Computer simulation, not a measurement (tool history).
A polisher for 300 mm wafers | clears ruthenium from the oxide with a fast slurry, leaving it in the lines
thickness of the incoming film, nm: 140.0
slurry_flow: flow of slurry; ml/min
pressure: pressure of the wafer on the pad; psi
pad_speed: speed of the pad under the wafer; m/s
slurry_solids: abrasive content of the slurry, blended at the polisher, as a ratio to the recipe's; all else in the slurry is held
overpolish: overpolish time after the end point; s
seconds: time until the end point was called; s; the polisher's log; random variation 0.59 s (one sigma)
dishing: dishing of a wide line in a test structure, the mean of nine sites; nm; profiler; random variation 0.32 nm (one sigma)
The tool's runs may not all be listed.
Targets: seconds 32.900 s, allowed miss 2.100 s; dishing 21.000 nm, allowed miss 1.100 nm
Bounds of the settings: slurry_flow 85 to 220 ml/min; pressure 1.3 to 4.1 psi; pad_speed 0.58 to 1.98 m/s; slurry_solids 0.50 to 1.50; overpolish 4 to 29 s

run	hour	slurry_flow	pressure	pad_speed	slurry_solids	overpolish	seconds	dishing
1	0.0	140	2.7	1.28	1.00	15	26.012	61.440
2	5.1	140	2.6	1.26	1.00	14	27.051	55.524
3	9.6	140	2.6	1.26	1.00	11	25.837	44.053
4	13.1	140	2.5	1.26	1.00	10	28.134	41.670
5	20.5	140	2.5	1.00	1.00	10	35.275	33.311
# hour 22.8: worn pad replaced by a new one
6	22.8	155	2.5	1.00	1.00	10	31.137	35.668
7	24.5	195	1.8	0.96	1.00	4	39.241	11.733
8	25.4	190	1.9	0.96	1.00	4	37.921	12.255
9	33.1	190	1.9	0.96	1.00	4	38.591	12.505
10	39.6	185	2.0	0.96	1.00	4	37.260	12.428
11	44.1	175	2.1	0.96	1.00	4	35.816	12.813
12	50.8	170	2.2	0.96	1.00	4	35.028	13.485
13	57.2	165	2.3	0.96	1.00	4	33.446	13.656
14	59.6	160	2.3	0.98	1.00	4	32.388	14.134
15	63.1	160	2.2	0.98	1.00	11	35.069	35.220
16	65.9	165	2.2	0.98	1.00	11	33.028	35.510
17	67.6	170	2.2	1.00	0.95	11	34.155	34.634
18	73.4	175	2.1	1.00	1.00	11	34.802	35.280
19	75.8	175	2.1	1.02	0.95	11	34.908	36.107
20	82.0	180	2.1	1.02	1.00	11	34.197	36.485
21	83.4	180	2.1	1.04	0.95	11	33.120	36.010
22	85.3	185	2.1	1.04	0.95	11	34.293	36.554
23	92.9	185	2.0	1.06	1.00	11	33.498	35.619
24	96.6	195	1.8	1.08	1.10	9	34.499	29.833
25	100.4	195	1.9	1.06	1.05	9	34.118	30.106
26	104.0	195	2.0	1.06	1.00	9	34.111	30.971
27	107.6	190	2.0	1.06	1.00	9	34.014	30.569
28	113.6	185	2.0	1.06	1.00	9	34.577	30.162
29	121.8	195	1.9	1.06	1.00	4	34.668	13.289
30	125.4	190	1.9	1.04	1.05	4	34.521	13.509

Which of these 5 next moves meets every target?
A	129.0	200	2.3	1.00	1.10	7	?	?
B	129.0	180	2.0	1.00	1.20	6	?	?
C	129.0	175	1.7	1.02	1.10	6	?	?
D	129.0	190	2.0	0.94	1.00	8	?	?
E	129.0	195	2.0	1.22	1.00	7	?	?

move	seconds	dishing
A	30.672	25.844
B	33.320	20.626
C	38.129	18.122
D	37.776	24.076
E	29.291	26.994
A: takes the result that was furthest off past its target
B: meets every target
C: nearer than the last run, and not there yet
D: takes the result that was furthest off past its target
E: takes the result that was furthest off past its target
Move B is the one to make.

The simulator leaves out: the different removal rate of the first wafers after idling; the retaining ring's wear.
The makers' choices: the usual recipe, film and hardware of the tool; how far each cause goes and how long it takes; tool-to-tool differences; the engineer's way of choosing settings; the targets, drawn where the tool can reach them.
